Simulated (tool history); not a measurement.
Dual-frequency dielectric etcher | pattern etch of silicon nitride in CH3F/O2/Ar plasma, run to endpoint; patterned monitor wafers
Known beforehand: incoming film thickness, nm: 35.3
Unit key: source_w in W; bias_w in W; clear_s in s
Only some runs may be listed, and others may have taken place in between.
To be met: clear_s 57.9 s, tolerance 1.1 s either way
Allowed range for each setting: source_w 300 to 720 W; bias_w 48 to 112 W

Run 1, hour 0: source_w 510 W, bias_w 80 W. Result: clear_s 48.746 s.
Run 2, hour 1.8: source_w 480 W, bias_w 79 W. Result: clear_s 50.612 s.
Run 3, hour 7.8: source_w 460 W, bias_w 78 W. Result: clear_s 51.636 s.
Run 4, hour 15.7: source_w 460 W, bias_w 64 W. Result: clear_s 54.682 s.
Run 5, hour 21.8: source_w 540 W, bias_w 64 W. Result: clear_s 50.962 s.
Run 6, hour 23.9: source_w 590 W, bias_w 64 W. Result: clear_s 48.531 s.
Run 7, hour 27: source_w 560 W, bias_w 63 W. Result: clear_s 49.993 s.
Run 8, hour 35.2: source_w 530 W, bias_w 62 W. Result: clear_s 51.469 s.
Run 9, hour 36.3: source_w 510 W, bias_w 61 W. Result: clear_s 52.59 s.
Run 10, hour 43.6: source_w 490 W, bias_w 61 W. Result: clear_s 54.103 s.
Run 11, hour 48.7: source_w 480 W, bias_w 61 W. Result: clear_s 54.355 s.
Run 12, hour 56: source_w 390 W, bias_w 58 W. Result: clear_s 60.6 s.

Which single option among these 4 for the next run brings every result within its allowed miss of target? Just one does.
Run A, hour 63.3: source_w 430 W, bias_w 70 W. Result: clear_s ?.
Run B, hour 63.3: source_w 440 W, bias_w 62 W. Result: clear_s ?.
Run C, hour 63.3: source_w 380 W, bias_w 60 W. Result: clear_s ?.
Run D, hour 63.3: source_w 440 W, bias_w 56 W. Result: clear_s ?.

move  clear_s
   A   54.994
   B   56.284
   C   61.052
   D   57.857
A: takes the result that was furthest off past its target
B: takes the result that was furthest off past its target
C: misses by more than the last run did
D: hits every target within its allowed miss
Answer: D
